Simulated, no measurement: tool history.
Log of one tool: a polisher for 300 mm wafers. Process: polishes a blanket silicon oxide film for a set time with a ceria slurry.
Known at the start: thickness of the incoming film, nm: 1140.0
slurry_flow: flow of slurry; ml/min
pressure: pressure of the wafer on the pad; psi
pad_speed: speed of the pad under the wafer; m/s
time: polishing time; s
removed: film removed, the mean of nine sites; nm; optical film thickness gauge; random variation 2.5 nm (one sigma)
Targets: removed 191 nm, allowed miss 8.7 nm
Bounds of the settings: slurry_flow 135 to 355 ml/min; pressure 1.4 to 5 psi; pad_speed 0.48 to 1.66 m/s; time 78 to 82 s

{"run": 1, "day": 0.0, "slurry_flow": 225, "pressure": 3.2, "pad_speed": 1.06, "time": 78, "removed": 298.47}
{"run": 2, "day": 0.071, "slurry_flow": 225, "pressure": 2.9, "pad_speed": 1.06, "time": 78, "removed": 273.95}
{"run": 3, "day": 0.158, "slurry_flow": 225, "pressure": 2.7, "pad_speed": 1.06, "time": 78, "removed": 259.83}
{"run": 4, "day": 0.438, "slurry_flow": 225, "pressure": 3.2, "pad_speed": 1.06, "time": 78, "removed": 304.26}
{"run": 5, "day": 0.742, "slurry_flow": 225, "pressure": 3, "pad_speed": 1.06, "time": 78, "removed": 287.99}
{"run": 6, "day": 0.912, "slurry_flow": 225, "pressure": 2.8, "pad_speed": 1.06, "time": 78, "removed": 267.89}
{"run": 7, "day": 1.175, "slurry_flow": 225, "pressure": 2.6, "pad_speed": 1.06, "time": 78, "removed": 248.94}
{"run": 8, "day": 1.288, "slurry_flow": 225, "pressure": 2.5, "pad_speed": 1.06, "time": 78, "removed": 237.4}
{"run": 9, "day": 1.571, "slurry_flow": 225, "pressure": 2.4, "pad_speed": 1.06, "time": 78, "removed": 233.92}
{"run": 10, "day": 1.712, "slurry_flow": 225, "pressure": 2.3, "pad_speed": 1.06, "time": 78, "removed": 215.56}
{"run": 11, "day": 2.025, "slurry_flow": 225, "pressure": 2.2, "pad_speed": 1.06, "time": 78, "removed": 208.74}
{"run": 12, "day": 2.262, "slurry_flow": 225, "pressure": 2.1, "pad_speed": 1.06, "time": 78, "removed": 203.73}

Which of these 5 next moves meets every target?
{"run": "A", "day": 2.5, "slurry_flow": 230, "pressure": 2.2, "pad_speed": 1.12, "time": 81, "removed": "?"}
{"run": "B", "day": 2.5, "slurry_flow": 215, "pressure": 2.8, "pad_speed": 0.86, "time": 81, "removed": "?"}
{"run": "C", "day": 2.5, "slurry_flow": 200, "pressure": 1.8, "pad_speed": 1.1, "time": 82, "removed": "?"}
{"run": "D", "day": 2.5, "slurry_flow": 245, "pressure": 2, "pad_speed": 1.2, "time": 81, "removed": "?"}
{"run": "E", "day": 2.5, "slurry_flow": 210, "pressure": 2, "pad_speed": 1.08, "time": 82, "removed": "?"}

move=A removed=228.73
move=B removed=221.95
move=C removed=185.43
move=D removed=224.62
move=E removed=202.31
A: further off than the last run
B: further off than the last run
C: meets every target
D: further off than the last run
E: nearer than the last run, and not there yet
Answer: C
